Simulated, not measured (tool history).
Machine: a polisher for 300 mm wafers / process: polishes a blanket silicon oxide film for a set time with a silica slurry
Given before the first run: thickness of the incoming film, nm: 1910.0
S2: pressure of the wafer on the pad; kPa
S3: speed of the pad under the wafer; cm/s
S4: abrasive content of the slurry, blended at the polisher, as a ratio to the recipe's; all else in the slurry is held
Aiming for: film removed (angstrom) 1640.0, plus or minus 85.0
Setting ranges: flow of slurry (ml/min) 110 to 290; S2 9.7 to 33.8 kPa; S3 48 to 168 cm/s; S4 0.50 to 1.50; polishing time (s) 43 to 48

run 1 hour=0.0 | flow_of_slurry_(ml/min)=185 S2=21.4 S3=108 S4=1.00 polishing_time_(s)=48 | film_removed_(angstrom)=1263.3
run 2 hour=3.2 | flow_of_slurry_(ml/min)=185 S2=22.1 S3=108 S4=1.00 polishing_time_(s)=48 | film_removed_(angstrom)=1282.3
run 3 hour=11.9 | flow_of_slurry_(ml/min)=185 S2=22.8 S3=108 S4=1.00 polishing_time_(s)=48 | film_removed_(angstrom)=1350.3
run 4 hour=20.0 | flow_of_slurry_(ml/min)=160 S2=22.8 S3=108 S4=1.00 polishing_time_(s)=48 | film_removed_(angstrom)=1273.3
run 5 hour=24.4 | flow_of_slurry_(ml/min)=160 S2=22.8 S3=108 S4=0.80 polishing_time_(s)=48 | film_removed_(angstrom)=1219.0
run 6 hour=33.4 | flow_of_slurry_(ml/min)=165 S2=23.4 S3=108 S4=0.80 polishing_time_(s)=48 | film_removed_(angstrom)=1240.7
run 7 hour=39.3 | flow_of_slurry_(ml/min)=170 S2=24.1 S3=108 S4=0.80 polishing_time_(s)=48 | film_removed_(angstrom)=1338.2
run 8 hour=45.3 | flow_of_slurry_(ml/min)=180 S2=24.8 S3=108 S4=0.80 polishing_time_(s)=48 | film_removed_(angstrom)=1383.5
run 9 hour=49.2 | flow_of_slurry_(ml/min)=185 S2=25.5 S3=108 S4=0.80 polishing_time_(s)=48 | film_removed_(angstrom)=1352.1
run 10 hour=56.8 | flow_of_slurry_(ml/min)=185 S2=26.2 S3=108 S4=0.80 polishing_time_(s)=48 | film_removed_(angstrom)=1461.8
run 11 hour=58.4 | flow_of_slurry_(ml/min)=185 S2=26.9 S3=108 S4=0.80 polishing_time_(s)=48 | film_removed_(angstrom)=1498.6

Which of these 4 next moves meets every target?
run A hour=60.0 | flow_of_slurry_(ml/min)=200 S2=30.3 S3=118 S4=0.65 polishing_time_(s)=48 | film_removed_(angstrom)=?
run B hour=60.0 | flow_of_slurry_(ml/min)=160 S2=28.3 S3=126 S4=0.90 polishing_time_(s)=48 | film_removed_(angstrom)=?
run C hour=60.0 | flow_of_slurry_(ml/min)=180 S2=25.5 S3=150 S4=0.90 polishing_time_(s)=46 | film_removed_(angstrom)=?
run D hour=60.0 | flow_of_slurry_(ml/min)=245 S2=33.1 S3=120 S4=0.55 polishing_time_(s)=48 | film_removed_(angstrom)=?

move=A film_removed_(angstrom)=1673.1
move=B film_removed_(angstrom)=1791.3
move=C film_removed_(angstrom)=1811.7
move=D film_removed_(angstrom)=1781.8
A: every result lands within tolerance
B: takes the result that was furthest off past its target
C: takes the result that was furthest off past its target
D: takes the result that was furthest off past its target
Move A is the one to make.
